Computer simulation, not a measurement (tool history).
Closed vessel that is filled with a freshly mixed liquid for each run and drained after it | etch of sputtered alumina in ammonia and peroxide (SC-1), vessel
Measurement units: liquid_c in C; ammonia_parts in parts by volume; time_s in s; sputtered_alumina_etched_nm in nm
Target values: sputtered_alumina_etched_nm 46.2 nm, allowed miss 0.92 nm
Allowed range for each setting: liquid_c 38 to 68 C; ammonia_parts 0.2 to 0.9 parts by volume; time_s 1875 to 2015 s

run    day  liquid_c  ammonia_parts  time_s  sputtered_alumina_etched_nm
  1      0        52            0.5    1875                       80.025
  2  0.217        49            0.5    1875                       67.303
  3  0.308        49            0.4    1875                       66.374
  4  0.642        49            0.5    1875                       67.694
  5  0.696        47            0.5    1875                        60.36
  6  0.962      45.5            0.5    1875                       55.783
  7  1.317      44.5            0.5    1875                       52.453
  8  1.358        44            0.5    1875                       50.787

Exactly one of the 5 candidate moves below puts every result within its allowed miss. Which one?
  A  1.4        45           0.55    1910                            ?
  B  1.4        43            0.6    1950                            ?
  C  1.4        42           0.45    1910                            ?
  D  1.4      44.5            0.4    2015                            ?
  E  1.4        43           0.55    1950                            ?

move  sputtered_alumina_etched_nm
   A                       55.868
   B                        51.28
   C                       46.118
   D                       55.572
   E                       50.857
A: moves away from the targets compared with the last run
B: moves away from the targets compared with the last run
C: every result within its allowed miss
D: moves away from the targets compared with the last run
E: no better and no worse than the last run
The right move is C.
